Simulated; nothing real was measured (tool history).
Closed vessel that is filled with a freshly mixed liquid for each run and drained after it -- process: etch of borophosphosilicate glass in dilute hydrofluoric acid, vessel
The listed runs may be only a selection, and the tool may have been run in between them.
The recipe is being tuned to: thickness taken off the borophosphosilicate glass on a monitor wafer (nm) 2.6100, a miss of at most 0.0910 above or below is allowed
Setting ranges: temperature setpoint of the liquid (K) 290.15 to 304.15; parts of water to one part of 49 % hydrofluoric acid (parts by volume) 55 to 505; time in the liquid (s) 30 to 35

run,hour,temperature setpoint of the liquid (K),parts of water to one part of 49 % hydrofluoric acid (parts by volume),time in the liquid (s),thickness taken off the borophosphosilicate glass on a monitor wafer (nm)
1,0.0,296.15,280,35,5.9361
2,7.6,296.15,240,35,7.1826
3,11.9,293.65,240,35,6.5139
4,21.1,292.65,285,35,5.0953
5,23.3,292.15,320,35,4.3035
# hour 26.2: hydrofluoric acid flow meter replaced
6,26.2,292.15,320,35,3.8352
7,33.7,291.65,335,35,3.5905
8,40.9,291.15,350,35,3.3122
9,43.7,291.15,360,35,3.1447
10,47.8,291.15,365,35,3.1301
11,56.0,291.15,375,35,3.0806
12,60.5,291.15,380,35,2.9547
13,64.2,291.15,385,35,2.9154
14,68.0,291.15,390,35,2.8338
15,74.2,290.65,395,35,2.7939
16,82.3,290.65,400,35,2.7454

Pick the move, out of 4, that brings all results within their allowed miss; only one does.
A,90.4,291.15,445,35,?
B,90.4,290.65,440,35,?
C,90.4,290.65,370,30,?
D,90.4,290.15,445,35,?

move,thickness taken off the borophosphosilicate glass on a monitor wafer (nm)
A,2.4289
B,2.4231
C,2.6088
D,2.3450
A: pushes the last run's worst result past its target
B: pushes the last run's worst result past its target
C: hits every target within its allowed miss
D: pushes the last run's worst result past its target
Go with C: it meets all targets.
